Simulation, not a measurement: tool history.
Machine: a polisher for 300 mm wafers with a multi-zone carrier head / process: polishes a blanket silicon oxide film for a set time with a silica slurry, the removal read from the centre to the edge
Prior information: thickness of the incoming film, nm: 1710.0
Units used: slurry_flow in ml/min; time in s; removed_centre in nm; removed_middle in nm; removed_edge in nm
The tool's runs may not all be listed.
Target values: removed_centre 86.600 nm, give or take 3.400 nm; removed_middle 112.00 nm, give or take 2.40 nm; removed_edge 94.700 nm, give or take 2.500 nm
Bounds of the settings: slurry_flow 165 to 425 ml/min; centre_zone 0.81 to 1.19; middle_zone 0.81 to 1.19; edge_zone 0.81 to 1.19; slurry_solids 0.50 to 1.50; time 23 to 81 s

run,day,slurry_flow,centre_zone,middle_zone,edge_zone,slurry_solids,time,removed_centre,removed_middle,removed_edge
1,0.000,275,1.00,1.00,1.00,1.00,52,123.240,125.49,123.080
2,0.246,275,1.00,1.00,0.95,1.00,52,126.770,124.82,119.410
3,0.312,275,1.00,1.00,0.95,1.00,43,103.700,103.90,99.773
4,0.462,275,0.96,1.02,0.94,1.00,43,99.117,105.24,99.894
5,0.504,275,0.94,1.05,0.92,1.00,43,98.559,108.03,99.229
6,0.558,275,0.94,1.05,0.92,1.00,50,113.450,126.15,114.940
7,0.879,270,0.92,1.06,0.90,0.90,50,105.110,120.91,106.710
8,1.121,260,0.90,1.06,0.88,0.85,50,101.200,117.29,103.110
9,1.175,250,0.88,1.07,0.87,0.85,50,98.289,118.50,103.660
10,1.517,250,0.87,1.07,0.86,0.80,50,93.051,115.11,99.990
11,1.733,245,0.86,1.07,0.85,0.80,50,92.649,114.51,98.054
12,1.788,235,0.85,1.07,0.84,0.80,50,90.181,112.82,97.852
13,2.129,230,0.85,1.07,0.83,0.80,50,91.573,113.64,97.951

Exercise: of the 4 proposed moves below, exactly one satisfies all targets within the stated allowed misses. Which move is it?
A,2.471,235,0.91,1.10,0.81,0.75,50,?,?,?
B,2.471,260,0.83,1.08,0.90,1.00,45,?,?,?
C,2.471,240,0.82,1.15,0.82,0.75,47,?,?,?
D,2.471,165,0.85,1.11,0.85,0.95,45,?,?,?

move,removed_centre,removed_middle,removed_edge
A,95.535,112.74,93.720
B,90.467,115.26,101.820
C,81.035,110.35,88.629
D,86.630,110.80,94.066
A: moves away from the targets compared with the last run
B: moves away from the targets compared with the last run
C: carries the result that was furthest off beyond its target, to the other side
D: all results land within tolerance of their targets
Answer: D
